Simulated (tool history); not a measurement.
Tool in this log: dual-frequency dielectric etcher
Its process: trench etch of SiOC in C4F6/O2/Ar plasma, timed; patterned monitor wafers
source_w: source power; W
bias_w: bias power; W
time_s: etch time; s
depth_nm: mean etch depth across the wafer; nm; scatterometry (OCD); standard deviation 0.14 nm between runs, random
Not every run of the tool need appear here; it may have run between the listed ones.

run 1 hour=0 | source_w=460 bias_w=242 time_s=11 | depth_nm=27.632
run 2 hour=0.8 | source_w=450 bias_w=240 time_s=11 | depth_nm=27.546
run 3 hour=8.6 | source_w=450 bias_w=240 time_s=11 | depth_nm=27.825
run 4 hour=12.3 | source_w=450 bias_w=283 time_s=11 | depth_nm=28.81
run 5 hour=18.7 | source_w=450 bias_w=308 time_s=11 | depth_nm=29.249
run 6 hour=23.5 | source_w=430 bias_w=304 time_s=11 | depth_nm=29.11
run 7 hour=29 | source_w=410 bias_w=296 time_s=11 | depth_nm=28.599
run 8 hour=33.8 | source_w=410 bias_w=296 time_s=11 | depth_nm=28.291
run 9 hour=36.1 | source_w=390 bias_w=292 time_s=11 | depth_nm=27.551
run 10 hour=41 | source_w=390 bias_w=292 time_s=11 | depth_nm=27.833
run 11 hour=42.2 | source_w=380 bias_w=289 time_s=11 | depth_nm=27.545
run 12 hour=48 | source_w=370 bias_w=286 time_s=11 | depth_nm=27.416
run 13 hour=52.3 | source_w=360 bias_w=283 time_s=11 | depth_nm=26.865
run 14 hour=53.9 | source_w=350 bias_w=282 time_s=11 | depth_nm=26.711
-- hour=62.2 bias power generator calibrated
run 15 hour=62.2 | source_w=340 bias_w=281 time_s=11 | depth_nm=26.799

The next listed run, before its measurement:
run 16 hour=63.2 | source_w=330 bias_w=279 time_s=11 | depth_nm=?

{"run 16": {"depth_nm": 26.651}}
